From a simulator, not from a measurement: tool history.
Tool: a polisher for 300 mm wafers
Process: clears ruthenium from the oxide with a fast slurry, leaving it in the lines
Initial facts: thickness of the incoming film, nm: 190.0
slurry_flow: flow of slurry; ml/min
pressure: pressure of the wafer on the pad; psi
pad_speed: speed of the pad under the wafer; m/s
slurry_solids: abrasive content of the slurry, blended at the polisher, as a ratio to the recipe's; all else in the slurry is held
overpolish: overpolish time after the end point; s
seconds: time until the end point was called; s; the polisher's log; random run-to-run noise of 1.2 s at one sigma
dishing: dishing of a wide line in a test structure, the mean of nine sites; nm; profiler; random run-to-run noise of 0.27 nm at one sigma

run,day,slurry_flow,pressure,pad_speed,slurry_solids,overpolish,seconds,dishing
1,0.000,200,2.1,0.84,1.0,21,88.867,36.412
2,0.138,200,2.3,0.84,1.0,21,81.728,39.934
3,0.483,205,2.2,0.84,1.0,19,83.486,35.022
4,0.562,210,2.1,0.84,1.0,18,89.751,31.399
5,0.917,210,2.1,0.84,1.0,17,90.043,29.724
6,1.250,210,2.1,0.84,1.2,17,80.366,33.118
7,1.562,210,2.0,0.84,1.2,16,84.189,29.555
8,1.808,210,1.9,0.84,1.2,16,89.811,28.082

Run 9 comes next. What will it give?
9,1.917,210,1.8,0.84,1.2,15,?,?

{"run 9": {"seconds": 94.221, "dishing": 25.502}}

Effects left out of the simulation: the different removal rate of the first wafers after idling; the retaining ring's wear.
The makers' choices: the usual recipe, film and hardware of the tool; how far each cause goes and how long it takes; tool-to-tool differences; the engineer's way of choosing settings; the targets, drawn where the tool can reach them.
